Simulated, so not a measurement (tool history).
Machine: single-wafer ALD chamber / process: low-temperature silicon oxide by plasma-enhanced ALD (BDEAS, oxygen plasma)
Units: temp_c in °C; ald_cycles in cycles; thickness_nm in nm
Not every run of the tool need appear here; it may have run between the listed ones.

run    day  temp_c  ald_cycles  thickness_nm
  1      0     105          65        10.255
  2  0.062     103          70        11.164
  3  0.125     103          62        9.8379
  4  0.288     103          56        8.9145
  5  0.362     101          63        10.153
  6  0.442      96          66        10.899
  7  0.633      92          68        11.306
  8  0.692      90          70        11.721

What does the tool deliver on the next run?
  9  0.75      88          72             ?

thickness_nm: 12.21 nm
